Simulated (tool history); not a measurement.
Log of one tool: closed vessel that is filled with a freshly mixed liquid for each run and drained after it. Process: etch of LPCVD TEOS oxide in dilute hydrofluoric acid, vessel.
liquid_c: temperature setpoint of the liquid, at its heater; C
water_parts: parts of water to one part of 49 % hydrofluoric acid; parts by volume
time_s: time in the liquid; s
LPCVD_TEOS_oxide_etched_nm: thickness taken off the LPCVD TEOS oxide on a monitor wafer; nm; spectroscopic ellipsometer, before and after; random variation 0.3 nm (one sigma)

run 1 hour=0 | liquid_c=21 water_parts=65 time_s=100 | LPCVD_TEOS_oxide_etched_nm=72.641
run 2 hour=7.1 | liquid_c=20.5 water_parts=65 time_s=100 | LPCVD_TEOS_oxide_etched_nm=71.335
run 3 hour=12.6 | liquid_c=20.5 water_parts=55 time_s=100 | LPCVD_TEOS_oxide_etched_nm=84.976
run 4 hour=16.6 | liquid_c=20.5 water_parts=55 time_s=100 | LPCVD_TEOS_oxide_etched_nm=85.103
run 5 hour=17.8 | liquid_c=20.5 water_parts=45 time_s=100 | LPCVD_TEOS_oxide_etched_nm=105.3
run 6 hour=22.8 | liquid_c=20.5 water_parts=45 time_s=110 | LPCVD_TEOS_oxide_etched_nm=115.28

What will run 7 give?
run 7 hour=25.6 | liquid_c=19.5 water_parts=50 time_s=110 | LPCVD_TEOS_oxide_etched_nm=?

Run 7 gave LPCVD_TEOS_oxide_etched_nm 98.689 nm.
